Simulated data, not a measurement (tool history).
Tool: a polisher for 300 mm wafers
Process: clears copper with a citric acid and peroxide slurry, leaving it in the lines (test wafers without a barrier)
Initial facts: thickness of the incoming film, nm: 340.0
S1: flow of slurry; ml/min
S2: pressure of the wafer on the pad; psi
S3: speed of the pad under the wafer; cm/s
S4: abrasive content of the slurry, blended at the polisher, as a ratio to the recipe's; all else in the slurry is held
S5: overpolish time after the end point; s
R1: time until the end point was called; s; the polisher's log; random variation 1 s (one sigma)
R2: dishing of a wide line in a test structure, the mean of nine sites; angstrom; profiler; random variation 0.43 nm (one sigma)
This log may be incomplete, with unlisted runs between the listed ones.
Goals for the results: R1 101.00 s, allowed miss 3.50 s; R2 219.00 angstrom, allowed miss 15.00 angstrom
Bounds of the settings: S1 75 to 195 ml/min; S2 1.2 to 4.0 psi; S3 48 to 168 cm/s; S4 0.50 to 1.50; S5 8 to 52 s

run	hour	S1	S2	S3	S4	S5	R1	R2
1	0.0	125	2.6	108	1.00	26	211.50	341.54
2	1.4	125	2.2	108	1.00	26	235.32	300.56
3	6.7	155	2.2	108	1.00	26	226.68	316.05
4	11.9	165	2.2	108	1.00	26	224.05	299.05
5	18.3	170	2.4	116	1.00	23	195.56	312.26
6	20.1	170	2.4	116	0.80	23	210.14	292.09
# hour 25.0: worn pad replaced by a new one
7	25.0	175	2.6	126	0.75	20	167.52	316.29
8	30.5	180	2.7	130	0.70	18	159.61	304.91
9	32.5	195	3.4	150	0.50	8	127.94	174.37
10	40.3	195	3.5	152	0.50	8	123.21	178.16
11	45.0	195	3.6	154	0.50	8	122.43	183.82
12	48.8	195	3.7	156	0.50	8	117.25	185.17
13	52.2	195	4.0	164	0.50	10	105.53	257.42
14	57.8	195	4.0	166	0.50	9	104.63	240.26

Which of these 4 next moves meets every target?
A	63.4	190	4.0	164	0.55	10	?	?
B	63.4	180	3.4	158	0.70	10	?	?
C	63.4	165	3.5	168	0.70	10	?	?
D	63.4	195	4.0	168	0.50	8	?	?

move	R1	R2
A	100.12	267.44
B	109.98	244.38
C	102.34	261.36
D	100.58	216.27
A: lands further from the targets than the last run did
B: lands further from the targets than the last run did
C: lands further from the targets than the last run did
D: each result inside its tolerance
Go with D: it meets all targets.
